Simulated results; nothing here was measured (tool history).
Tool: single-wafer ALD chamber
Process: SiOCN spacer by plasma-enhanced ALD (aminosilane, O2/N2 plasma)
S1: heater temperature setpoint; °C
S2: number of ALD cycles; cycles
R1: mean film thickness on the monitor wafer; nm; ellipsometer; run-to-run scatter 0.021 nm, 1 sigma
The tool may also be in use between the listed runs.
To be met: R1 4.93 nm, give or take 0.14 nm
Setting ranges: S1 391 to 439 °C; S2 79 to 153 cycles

run 1 day=0 | S1=415 S2=116 | R1=6.003
run 2 day=0.025 | S1=415 S2=109 | R1=5.5946
run 3 day=0.242 | S1=415 S2=118 | R1=6.1001
run 4 day=0.396 | S1=415 S2=108 | R1=5.5828
run 5 day=0.492 | S1=416 S2=105 | R1=5.4401
run 6 day=0.858 | S1=407 S2=105 | R1=5.5956
run 7 day=1.154 | S1=409 S2=103 | R1=5.4957
run 8 day=1.254 | S1=411 S2=101 | R1=5.3144
run 9 day=1.596 | S1=412 S2=100 | R1=5.2191
run 10 day=1.896 | S1=413 S2=99 | R1=5.1443
run 11 day=2.15 | S1=414 S2=98 | R1=5.1302
run 12 day=2.338 | S1=414 S2=98 | R1=5.0828

Consider the 4 candidate settings below. Which is the only one whose results all fall within their allowed miss of target?
run A day=2.525 | S1=422 S2=109 | R1=?
run B day=2.525 | S1=413 S2=94 | R1=?
run C day=2.525 | S1=408 S2=101 | R1=?
run D day=2.525 | S1=403 S2=97 | R1=?

move=A R1=5.4701
move=B R1=4.8728
move=C R1=5.3286
move=D R1=5.2067
A: misses by more than the last run did
B: each result inside its tolerance
C: misses by more than the last run did
D: misses by more than the last run did
Go with B: it meets all targets.
